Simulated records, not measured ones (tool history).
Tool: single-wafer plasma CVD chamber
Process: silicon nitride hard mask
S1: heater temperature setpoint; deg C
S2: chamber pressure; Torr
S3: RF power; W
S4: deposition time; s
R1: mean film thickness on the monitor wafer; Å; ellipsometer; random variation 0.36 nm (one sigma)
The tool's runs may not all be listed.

{"run": 1, "day": 0.0, "S1": 390, "S2": 1.49, "S3": 385, "S4": 60, "R1": 785.91}
{"run": 2, "day": 0.358, "S1": 390, "S2": 1.49, "S3": 350, "S4": 60, "R1": 755.87}
{"run": 3, "day": 0.467, "S1": 390, "S2": 1.49, "S3": 350, "S4": 61.9, "R1": 780.19}
{"run": 4, "day": 0.829, "S1": 390, "S2": 1.49, "S3": 350, "S4": 61.9, "R1": 780.22}
{"run": 5, "day": 1.0, "S1": 390, "S2": 1.39, "S3": 335, "S4": 61.6, "R1": 739.8}
{"run": 6, "day": 1.046, "S1": 390, "S2": 1.39, "S3": 335, "S4": 60, "R1": 712.77}

The next listed run, before its measurement:
{"run": 7, "day": 1.108, "S1": 390, "S2": 1.13, "S3": 310, "S4": 60, "R1": "?"}

R1: 623.71 Å
